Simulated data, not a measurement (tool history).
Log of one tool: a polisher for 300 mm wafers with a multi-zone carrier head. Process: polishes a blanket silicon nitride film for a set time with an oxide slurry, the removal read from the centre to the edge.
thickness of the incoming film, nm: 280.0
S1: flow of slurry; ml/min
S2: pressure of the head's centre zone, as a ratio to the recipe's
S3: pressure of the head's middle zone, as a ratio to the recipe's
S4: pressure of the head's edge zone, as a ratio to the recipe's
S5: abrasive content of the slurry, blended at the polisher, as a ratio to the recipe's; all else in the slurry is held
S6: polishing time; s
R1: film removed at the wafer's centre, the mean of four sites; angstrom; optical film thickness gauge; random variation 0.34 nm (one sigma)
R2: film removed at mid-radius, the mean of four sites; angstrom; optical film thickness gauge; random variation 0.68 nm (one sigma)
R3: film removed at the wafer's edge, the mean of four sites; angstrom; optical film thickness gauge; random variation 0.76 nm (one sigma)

{"run": 1, "hour": 0.0, "S1": 135, "S2": 1, "S3": 1, "S4": 1, "S5": 1, "S6": 65, "R1": 494.52, "R2": 445.76, "R3": 466.04}
{"run": 2, "hour": 6.3, "S1": 115, "S2": 1, "S3": 1, "S4": 1, "S5": 1, "S6": 65, "R1": 475.78, "R2": 436.33, "R3": 451.79}
{"run": 3, "hour": 11.1, "S1": 115, "S2": 1, "S3": 1, "S4": 1, "S5": 0.8, "S6": 65, "R1": 440.9, "R2": 390.29, "R3": 406.97}
{"run": 4, "hour": 15.1, "S1": 115, "S2": 1, "S3": 1, "S4": 1.08, "S5": 0.8, "S6": 65, "R1": 433.74, "R2": 390.13, "R3": 420.49}
{"run": 5, "hour": 20.5, "S1": 115, "S2": 1.05, "S3": 1, "S4": 1.08, "S5": 0.8, "S6": 65, "R1": 460.53, "R2": 389.65, "R3": 424.47}
{"run": 6, "hour": 28.3, "S1": 115, "S2": 1.05, "S3": 1, "S4": 1.15, "S5": 0.8, "S6": 65, "R1": 456.08, "R2": 392.29, "R3": 451.47}
{"run": 7, "hour": 37.0, "S1": 130, "S2": 1.03, "S3": 1.02, "S4": 1.16, "S5": 0.9, "S6": 65, "R1": 483.12, "R2": 426.59, "R3": 471.75}
{"run": 8, "hour": 41.1, "S1": 130, "S2": 1.01, "S3": 1.02, "S4": 1.17, "S5": 1, "S6": 65, "R1": 489.88, "R2": 455.28, "R3": 501.67}

Run 9 comes next. What will it give?
{"run": 9, "hour": 43.3, "S1": 135, "S2": 1, "S3": 1.01, "S4": 1.18, "S5": 1.05, "S6": 65, "R1": "?", "R2": "?", "R3": "?"}

{"run 9": {"R1": 494.7, "R2": 462.82, "R3": 517.28}}
